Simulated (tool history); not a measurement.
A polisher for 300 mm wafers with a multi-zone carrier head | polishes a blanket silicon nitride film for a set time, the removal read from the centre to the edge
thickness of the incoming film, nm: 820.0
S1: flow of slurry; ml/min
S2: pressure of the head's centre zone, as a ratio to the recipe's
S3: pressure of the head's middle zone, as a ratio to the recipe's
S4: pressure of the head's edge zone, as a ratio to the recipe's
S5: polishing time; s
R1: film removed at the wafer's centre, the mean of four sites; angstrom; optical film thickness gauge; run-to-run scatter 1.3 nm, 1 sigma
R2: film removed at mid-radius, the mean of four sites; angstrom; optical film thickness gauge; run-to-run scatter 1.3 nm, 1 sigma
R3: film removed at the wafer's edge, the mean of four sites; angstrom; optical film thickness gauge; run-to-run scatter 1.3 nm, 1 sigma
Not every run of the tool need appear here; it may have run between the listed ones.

{"run": 1, "hour": 0.0, "S1": 275, "S2": 1, "S3": 1, "S4": 1, "S5": 33, "R1": 1018.3, "R2": 956.72, "R3": 958.86}
{"run": 2, "hour": 1.8, "S1": 275, "S2": 1.02, "S3": 0.98, "S4": 1.03, "S5": 34, "R1": 1077.3, "R2": 947.83, "R3": 1007.2}
{"run": 3, "hour": 10.3, "S1": 275, "S2": 0.97, "S3": 0.98, "S4": 1.03, "S5": 34, "R1": 1021.4, "R2": 978.67, "R3": 1004.6}
{"run": 4, "hour": 18.8, "S1": 325, "S2": 0.97, "S3": 0.98, "S4": 1.03, "S5": 34, "R1": 1040.8, "R2": 955.84, "R3": 1005}
{"run": 5, "hour": 20.4, "S1": 325, "S2": 0.97, "S3": 1.02, "S4": 1.03, "S5": 34, "R1": 1020.8, "R2": 1017.9, "R3": 1035.4}
{"run": 6, "hour": 24.0, "S1": 330, "S2": 1.01, "S3": 1.02, "S4": 1.06, "S5": 35, "R1": 1128.5, "R2": 1071.7, "R3": 1039.8}
{"run": 7, "hour": 25.7, "S1": 255, "S2": 1.01, "S3": 0.92, "S4": 1.1, "S5": 44, "R1": 1362.9, "R2": 1168.9, "R3": 1327.2}
{"hour": 32.3, "done": "centre zone pressure recalibrated"}
{"run": 8, "hour": 32.3, "S1": 255, "S2": 1.02, "S3": 0.91, "S4": 1.1, "S5": 44, "R1": 1220.7, "R2": 1177.8, "R3": 1352.9}

Run 9, settings as shown, results not yet in. Your forecast:
{"run": 9, "hour": 37.1, "S1": 235, "S2": 1.05, "S3": 0.92, "S4": 1.08, "S5": 44, "R1": "?", "R2": "?", "R3": "?"}

{"run 9": {"R1": 1274.2, "R2": 1145.3, "R3": 1321.5}}
